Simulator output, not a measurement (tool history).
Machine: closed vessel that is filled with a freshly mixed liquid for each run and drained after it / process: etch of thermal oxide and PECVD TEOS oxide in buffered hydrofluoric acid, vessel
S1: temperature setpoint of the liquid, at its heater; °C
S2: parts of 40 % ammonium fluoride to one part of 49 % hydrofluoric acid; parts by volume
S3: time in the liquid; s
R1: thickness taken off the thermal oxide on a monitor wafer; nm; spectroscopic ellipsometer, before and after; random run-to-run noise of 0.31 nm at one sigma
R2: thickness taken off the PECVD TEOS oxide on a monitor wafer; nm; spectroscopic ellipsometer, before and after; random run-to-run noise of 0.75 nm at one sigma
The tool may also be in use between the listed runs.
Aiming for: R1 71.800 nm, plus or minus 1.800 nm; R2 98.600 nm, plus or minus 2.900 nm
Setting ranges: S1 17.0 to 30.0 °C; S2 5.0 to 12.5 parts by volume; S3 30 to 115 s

Run 1, hour 0.0: S1 22.0 °C, S2 7.5 parts by volume, S3 60 s. Result: R1 79.561 nm, R2 109.760 nm.
Run 2, hour 5.0: S1 18.5 °C, S2 7.5 parts by volume, S3 60 s. Result: R1 64.956 nm, R2 89.303 nm.
Run 3, hour 8.1: S1 17.0 °C, S2 7.5 parts by volume, S3 60 s. Result: R1 60.112 nm, R2 82.217 nm.
Run 4, hour 16.5: S1 17.5 °C, S2 7.5 parts by volume, S3 60 s. Result: R1 61.783 nm, R2 84.344 nm.
Run 5, hour 21.2: S1 17.0 °C, S2 7.5 parts by volume, S3 60 s. Result: R1 60.128 nm, R2 81.761 nm.
Run 6, hour 26.1: S1 17.5 °C, S2 7.5 parts by volume, S3 60 s. Result: R1 61.858 nm, R2 84.217 nm.
Run 7, hour 34.0: S1 18.0 °C, S2 7.5 parts by volume, S3 60 s. Result: R1 63.690 nm, R2 87.351 nm.
Run 8, hour 38.3: S1 18.5 °C, S2 7.5 parts by volume, S3 60 s. Result: R1 65.104 nm, R2 90.212 nm.
Run 9, hour 46.6: S1 19.0 °C, S2 7.5 parts by volume, S3 60 s. Result: R1 67.060 nm, R2 93.448 nm.
Run 10, hour 54.2: S1 19.5 °C, S2 7.5 parts by volume, S3 60 s. Result: R1 69.433 nm, R2 94.923 nm.

Exactly one of the 4 candidate moves below puts every result within its allowed miss. Which one?
Run A, hour 61.8: S1 19.5 °C, S2 7.0 parts by volume, S3 55 s. Result: R1 ?, R2 ?.
Run B, hour 61.8: S1 17.0 °C, S2 5.5 parts by volume, S3 50 s. Result: R1 ?, R2 ?.
Run C, hour 61.8: S1 28.0 °C, S2 6.0 parts by volume, S3 30 s. Result: R1 ?, R2 ?.
Run D, hour 61.8: S1 21.0 °C, S2 9.0 parts by volume, S3 70 s. Result: R1 ?, R2 ?.

move      R1      R2
   A  68.399  93.371
   B  66.440  90.697
   C  67.782  92.528
   D  72.104  98.429
A: further off than the last run
B: further off than the last run
C: further off than the last run
D: in spec on every target
Answer: D
